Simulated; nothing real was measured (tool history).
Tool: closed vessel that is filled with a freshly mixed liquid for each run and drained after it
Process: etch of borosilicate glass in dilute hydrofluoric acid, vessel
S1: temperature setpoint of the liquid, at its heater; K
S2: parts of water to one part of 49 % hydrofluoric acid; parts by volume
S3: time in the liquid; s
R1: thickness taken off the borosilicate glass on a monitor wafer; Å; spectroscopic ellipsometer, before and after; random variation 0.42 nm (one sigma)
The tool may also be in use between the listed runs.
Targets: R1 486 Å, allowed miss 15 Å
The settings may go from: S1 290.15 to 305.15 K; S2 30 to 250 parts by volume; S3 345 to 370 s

run  hour      S1   S2   S3      R1
  1     0  297.15  140  345  566.98
  2   2.4  296.65  140  345  552.08
  3   9.9  296.65  140  345  560.98
  4  14.2  296.65  105  345  764.25
  5  18.5  295.65  110  345  706.79
  6  21.5  295.15  115  345  666.98
  7  30.6  294.65  120  345  624.36
  8  38.8  290.65  135  345  450.21

4 next moves are on the table. One of them brings every result within its allowed miss. Which?
  A    47  290.15  140  355   ?
  B    47  290.15  115  345   ?
  C    47  292.15  135  370   ?
  D    47  290.15  125  345   ?

move      R1
   A  437.85
   B  531.12
   C  516.18
   D  483.72
A: further off than the last run
B: takes the result that was furthest off past its target
C: takes the result that was furthest off past its target
D: meets every target
Move D is the one to make.

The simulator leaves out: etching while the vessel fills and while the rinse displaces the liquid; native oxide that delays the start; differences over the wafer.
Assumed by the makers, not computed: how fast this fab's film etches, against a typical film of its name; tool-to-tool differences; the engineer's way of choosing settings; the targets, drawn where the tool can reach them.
